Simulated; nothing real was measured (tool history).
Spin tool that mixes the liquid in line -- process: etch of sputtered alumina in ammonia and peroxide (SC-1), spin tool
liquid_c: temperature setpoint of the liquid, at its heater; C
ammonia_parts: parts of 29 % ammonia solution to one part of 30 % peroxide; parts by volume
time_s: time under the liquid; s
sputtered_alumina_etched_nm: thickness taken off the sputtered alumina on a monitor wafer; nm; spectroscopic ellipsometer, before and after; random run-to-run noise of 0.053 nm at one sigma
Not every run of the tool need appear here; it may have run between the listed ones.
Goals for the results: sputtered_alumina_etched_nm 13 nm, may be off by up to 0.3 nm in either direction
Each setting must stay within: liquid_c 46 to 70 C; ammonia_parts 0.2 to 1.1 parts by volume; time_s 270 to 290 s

run 1 hour=0 | liquid_c=62 ammonia_parts=0.6 time_s=270 | sputtered_alumina_etched_nm=21.407
run 2 hour=4.7 | liquid_c=57 ammonia_parts=0.6 time_s=270 | sputtered_alumina_etched_nm=16.653
run 3 hour=13.6 | liquid_c=56 ammonia_parts=0.6 time_s=270 | sputtered_alumina_etched_nm=15.711
run 4 hour=21.5 | liquid_c=56 ammonia_parts=0.6 time_s=290 | sputtered_alumina_etched_nm=16.88
run 5 hour=28 | liquid_c=55 ammonia_parts=0.6 time_s=290 | sputtered_alumina_etched_nm=16.035
run 6 hour=33.2 | liquid_c=55 ammonia_parts=0.6 time_s=290 | sputtered_alumina_etched_nm=15.974
run 7 hour=38.1 | liquid_c=54 ammonia_parts=0.6 time_s=290 | sputtered_alumina_etched_nm=15.285
run 8 hour=45.5 | liquid_c=53.5 ammonia_parts=0.6 time_s=290 | sputtered_alumina_etched_nm=14.804
run 9 hour=50.3 | liquid_c=50.5 ammonia_parts=0.6 time_s=290 | sputtered_alumina_etched_nm=12.627

Next run, 5 choices. One meets every target within its allowed miss, the rest don't. Which?
run A hour=55.1 | liquid_c=50 ammonia_parts=0.6 time_s=290 | sputtered_alumina_etched_nm=?
run B hour=55.1 | liquid_c=51.5 ammonia_parts=0.65 time_s=280 | sputtered_alumina_etched_nm=?
run C hour=55.1 | liquid_c=50.5 ammonia_parts=0.6 time_s=280 | sputtered_alumina_etched_nm=?
run D hour=55.1 | liquid_c=48.5 ammonia_parts=1.05 time_s=290 | sputtered_alumina_etched_nm=?
run E hour=55.1 | liquid_c=50 ammonia_parts=0.55 time_s=290 | sputtered_alumina_etched_nm=?

move=A sputtered_alumina_etched_nm=12.287
move=B sputtered_alumina_etched_nm=12.976
move=C sputtered_alumina_etched_nm=12.193
move=D sputtered_alumina_etched_nm=11.929
move=E sputtered_alumina_etched_nm=12.186
A: moves away from the targets compared with the last run
B: every result lands within tolerance
C: moves away from the targets compared with the last run
D: moves away from the targets compared with the last run
E: moves away from the targets compared with the last run
Move B is the one to make.
